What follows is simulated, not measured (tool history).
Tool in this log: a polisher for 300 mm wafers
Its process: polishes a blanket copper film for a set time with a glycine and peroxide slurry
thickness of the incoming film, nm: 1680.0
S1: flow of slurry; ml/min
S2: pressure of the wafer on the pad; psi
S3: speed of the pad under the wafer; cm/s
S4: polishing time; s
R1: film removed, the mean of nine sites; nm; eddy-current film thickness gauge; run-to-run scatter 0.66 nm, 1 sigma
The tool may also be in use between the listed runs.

run,day,S1,S2,S3,S4,R1
1,0,220,2.8,106,18,96.298
2,0.054,220,2.8,106,18,96.392
3,0.079,220,3.3,106,18,111.11
4,0.429,220,3.3,106,18,110.48
# day 0.471: head pressure recalibrated
5,0.471,220,3.2,106,18,115.83
6,0.804,220,3.1,106,18,112.81
7,1.067,220,3,106,18,110.34

Predict the results of run 8:
8,1.346,220,2.9,106,18,?

R1: 106.68 nm
